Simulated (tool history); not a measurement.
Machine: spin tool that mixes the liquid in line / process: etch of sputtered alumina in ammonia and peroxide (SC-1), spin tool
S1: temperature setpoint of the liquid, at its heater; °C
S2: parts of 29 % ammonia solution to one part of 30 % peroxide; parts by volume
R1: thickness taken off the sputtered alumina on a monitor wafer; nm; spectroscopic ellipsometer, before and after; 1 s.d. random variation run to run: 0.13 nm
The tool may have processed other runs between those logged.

Run 1, day 0.000: S1 55.0 °C, S2 0.75 parts by volume, time under the liquid (s) 270. Result: R1 15.160 nm.
Run 2, day 0.204: S1 55.0 °C, S2 1.00 parts by volume, time under the liquid (s) 270. Result: R1 15.775 nm.
Run 3, day 0.271: S1 55.5 °C, S2 1.00 parts by volume, time under the liquid (s) 270. Result: R1 16.120 nm.
Run 4, day 0.617: S1 56.0 °C, S2 1.00 parts by volume, time under the liquid (s) 270. Result: R1 16.335 nm.
Run 5, day 0.925: S1 56.0 °C, S2 0.85 parts by volume, time under the liquid (s) 270. Result: R1 16.307 nm.
Run 6, day 1.008: S1 56.5 °C, S2 0.85 parts by volume, time under the liquid (s) 270. Result: R1 16.828 nm.
Run 7, day 1.108: S1 57.0 °C, S2 0.85 parts by volume, time under the liquid (s) 270. Result: R1 17.100 nm.

Run 8 has not been measured yet. What should we expect?
Run 8, day 1.154: S1 57.5 °C, S2 0.85 parts by volume, time under the liquid (s) 270. Result: R1 ?.

R1: 17.628 nm
